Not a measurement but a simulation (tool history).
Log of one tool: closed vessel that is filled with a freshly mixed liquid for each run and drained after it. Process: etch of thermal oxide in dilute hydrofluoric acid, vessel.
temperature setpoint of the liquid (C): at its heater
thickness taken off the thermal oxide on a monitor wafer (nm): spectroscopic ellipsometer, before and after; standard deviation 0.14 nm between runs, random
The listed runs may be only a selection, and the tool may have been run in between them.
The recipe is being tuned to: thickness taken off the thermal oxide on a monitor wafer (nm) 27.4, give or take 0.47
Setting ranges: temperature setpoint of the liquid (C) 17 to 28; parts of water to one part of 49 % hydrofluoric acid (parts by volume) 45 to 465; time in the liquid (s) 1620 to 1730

| run | hour | temperature setpoint of the liquid (C) | parts of water to one part of 49 % hydrofluoric acid (parts by volume) | time in the liquid (s) | thickness taken off the thermal oxide on a monitor wafer (nm) |
|---|---|---|---|---|---|
| 1 | 0 | 20 | 255 | 1620 | 23.298 |
| 2 | 3.4 | 20 | 290 | 1620 | 19.859 |
| 3 | 8.9 | 21 | 290 | 1620 | 20.624 |
| 4 | 15.2 | 21.5 | 290 | 1620 | 21.007 |
| 5 | 24.1 | 21.5 | 290 | 1620 | 21.055 |
| 6 | 29.3 | 22 | 290 | 1620 | 21.309 |
|  | 36.9 | thermometer replaced |
| 7 | 36.9 | 22.5 | 290 | 1620 | 23.479 |
| 8 | 43 | 23.5 | 290 | 1620 | 24.083 |

Of the 5 settings listed for the next run, only one would bring every result within its allowed miss of target. Which one?
| A | 49.1 | 22 | 280 | 1730 | ? |
| B | 49.1 | 24.5 | 285 | 1730 | ? |
| C | 49.1 | 23 | 255 | 1660 | ? |
| D | 49.1 | 22 | 255 | 1730 | ? |
| E | 49.1 | 19 | 310 | 1665 | ? |

| move | thickness taken off the thermal oxide on a monitor wafer (nm) |
|---|---|
| A | 25.58 |
| B | 27.325 |
| C | 28.628 |
| D | 28.77 |
| E | 19.402 |
A: closes in on the targets versus the last run, not all within tolerance yet
B: meets every target
C: the result that was furthest off in the last run now lies on the other side of its target
D: the result that was furthest off in the last run now lies on the other side of its target
E: the biggest miss grows against the last run
B meets every target.
